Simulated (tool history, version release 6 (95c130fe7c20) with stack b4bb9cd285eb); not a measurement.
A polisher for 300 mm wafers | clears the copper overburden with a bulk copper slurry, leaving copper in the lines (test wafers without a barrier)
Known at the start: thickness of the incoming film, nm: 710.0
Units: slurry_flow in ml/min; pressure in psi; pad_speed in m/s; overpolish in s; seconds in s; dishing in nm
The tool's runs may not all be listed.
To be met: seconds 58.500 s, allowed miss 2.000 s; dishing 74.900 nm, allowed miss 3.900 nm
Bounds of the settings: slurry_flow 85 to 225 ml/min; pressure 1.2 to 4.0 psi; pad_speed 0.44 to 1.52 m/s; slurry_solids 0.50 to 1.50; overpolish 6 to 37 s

| run | hour | slurry_flow | pressure | pad_speed | slurry_solids | overpolish | seconds | dishing |
|---|---|---|---|---|---|---|---|---|
| 1 | 0.0 | 145 | 2.6 | 0.98 | 1.00 | 19 | 92.345 | 62.292 |
| 2 | 2.4 | 145 | 3.1 | 0.98 | 1.00 | 19 | 81.581 | 65.335 |
| 3 | 10.1 | 145 | 3.1 | 0.86 | 1.00 | 19 | 91.457 | 63.211 |
| 4 | 15.4 | 150 | 3.2 | 0.88 | 1.00 | 19 | 86.143 | 61.884 |
| 5 | 18.9 | 150 | 3.2 | 1.04 | 1.00 | 19 | 74.047 | 65.833 |
| 6 | 26.8 | 130 | 3.2 | 1.04 | 1.00 | 19 | 76.181 | 64.192 |
| 7 | 30.6 | 135 | 3.3 | 1.04 | 1.00 | 19 | 74.070 | 65.636 |
| 8 | 35.1 | 140 | 3.4 | 1.04 | 1.00 | 19 | 70.875 | 67.016 |
| 9 | 38.4 | 145 | 3.5 | 1.04 | 1.00 | 19 | 69.225 | 67.499 |
| 10 | 42.5 | 150 | 3.6 | 1.04 | 1.00 | 19 | 68.500 | 70.027 |
| 11 | 45.0 | 150 | 3.7 | 1.04 | 1.00 | 19 | 66.347 | 70.358 |
| 12 | 53.7 | 160 | 3.9 | 1.06 | 1.00 | 19 | 61.518 | 69.388 |

Which of these 5 next moves meets every target?
| A | 62.4 | 165 | 3.9 | 1.10 | 1.05 | 11 | ? | ? |
| B | 62.4 | 155 | 3.6 | 1.20 | 1.00 | 28 | ? | ? |
| C | 62.4 | 130 | 4.0 | 1.18 | 1.25 | 14 | ? | ? |
| D | 62.4 | 160 | 4.0 | 1.14 | 1.15 | 16 | ? | ? |
| E | 62.4 | 165 | 3.7 | 1.22 | 0.70 | 15 | ? | ? |

| move | seconds | dishing |
|---|---|---|
| A | 59.517 | 58.901 |
| B | 59.299 | 73.705 |
| C | 55.627 | 66.137 |
| D | 55.896 | 68.572 |
| E | 59.118 | 65.926 |
A: brings the result that was furthest off to its target, and leaves another outside
B: meets every target
C: takes the result that was furthest off past its target
D: takes the result that was furthest off past its target
E: brings the result that was furthest off to its target, and leaves another outside
The right move is B.

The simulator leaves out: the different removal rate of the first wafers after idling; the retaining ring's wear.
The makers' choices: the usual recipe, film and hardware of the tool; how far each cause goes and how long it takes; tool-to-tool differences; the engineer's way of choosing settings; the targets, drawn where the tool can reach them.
